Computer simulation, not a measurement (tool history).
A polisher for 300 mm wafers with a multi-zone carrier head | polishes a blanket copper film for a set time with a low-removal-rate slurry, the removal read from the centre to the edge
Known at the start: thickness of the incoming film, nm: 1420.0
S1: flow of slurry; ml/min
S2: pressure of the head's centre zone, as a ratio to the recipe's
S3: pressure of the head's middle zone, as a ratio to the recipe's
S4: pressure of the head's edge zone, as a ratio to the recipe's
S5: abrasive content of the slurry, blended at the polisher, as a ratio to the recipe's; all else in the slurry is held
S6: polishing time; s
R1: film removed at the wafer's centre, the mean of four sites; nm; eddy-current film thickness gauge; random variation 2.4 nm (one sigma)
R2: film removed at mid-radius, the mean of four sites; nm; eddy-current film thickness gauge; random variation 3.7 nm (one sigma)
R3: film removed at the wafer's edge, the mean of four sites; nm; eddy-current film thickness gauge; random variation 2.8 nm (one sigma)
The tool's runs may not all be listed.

| run | hour | S1 | S2 | S3 | S4 | S5 | S6 | R1 | R2 | R3 |
|---|---|---|---|---|---|---|---|---|---|---|
| 1 | 0 | 310 | 1 | 1 | 1 | 1 | 73 | 269.88 | 270.32 | 263.97 |
| 2 | 1.5 | 315 | 1.02 | 0.99 | 1.03 | 1.05 | 73 | 275.59 | 274.1 | 270.23 |
| 3 | 4 | 350 | 1.02 | 0.99 | 1.03 | 1.05 | 73 | 280.65 | 280.7 | 273.21 |
| 4 | 8.6 | 355 | 1.04 | 0.97 | 1.05 | 1.1 | 73 | 285.97 | 271.98 | 279.4 |
| 5 | 14 | 360 | 1.06 | 0.97 | 1.06 | 1.15 | 73 | 299.56 | 280.3 | 281.72 |
| 6 | 21 | 360 | 1.06 | 0.97 | 1.14 | 1.15 | 73 | 296.91 | 278.49 | 295.4 |
| 7 | 29.9 | 365 | 1.07 | 0.96 | 1.15 | 1.15 | 73 | 300.17 | 268.54 | 297.96 |
| 8 | 34.1 | 370 | 1.08 | 0.96 | 1.15 | 1.15 | 73 | 300.85 | 279 | 294.35 |

The next listed run, before its measurement:
| 9 | 41 | 370 | 1.17 | 0.86 | 1.19 | 1.3 | 74 | ? | ? | ? |

Run 9 gave R1 339.09 nm, R2 263.17 nm, R3 314.29 nm.
